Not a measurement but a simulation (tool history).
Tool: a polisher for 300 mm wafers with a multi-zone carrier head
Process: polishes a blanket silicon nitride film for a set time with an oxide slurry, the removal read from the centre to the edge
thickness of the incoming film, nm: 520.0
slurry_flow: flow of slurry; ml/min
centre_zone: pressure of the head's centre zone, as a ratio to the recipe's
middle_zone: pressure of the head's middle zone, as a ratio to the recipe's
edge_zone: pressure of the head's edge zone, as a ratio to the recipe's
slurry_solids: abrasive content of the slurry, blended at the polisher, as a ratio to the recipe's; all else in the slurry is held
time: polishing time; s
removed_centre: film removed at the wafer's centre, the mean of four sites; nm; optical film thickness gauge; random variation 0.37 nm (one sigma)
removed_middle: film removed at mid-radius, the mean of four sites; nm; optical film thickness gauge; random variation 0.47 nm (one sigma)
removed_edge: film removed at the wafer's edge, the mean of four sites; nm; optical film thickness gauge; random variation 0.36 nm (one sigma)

run  hour  slurry_flow  centre_zone  middle_zone  edge_zone  slurry_solids  time  removed_centre  removed_middle  removed_edge
  1     0          165            1            1          1              1    55          43.722          45.063        43.794
  2   4.6          165            1            1          1            0.9    55          41.064          41.477        40.354
  3  13.1          165            1            1       1.05            0.9    55          40.571          41.848        41.847
  4  17.8          175         0.99         1.01       1.07           0.95    55          42.959          44.219         43.48
  5  26.5          175         0.97         1.02       1.08              1    55          43.122          46.044        45.554
  6  28.8          180         0.96         1.03        1.1              1    55          43.638          46.403        46.583
  7  33.3          230         0.86         1.13       1.19           1.15    55          43.751          56.422        53.729

Forecast run 8:
  8  39.3          235         0.86         1.13       1.19           1.15    55               ?               ?             ?

removed_centre: 44.555 nm
removed_middle: 57.695 nm
removed_edge: 53.776 nm
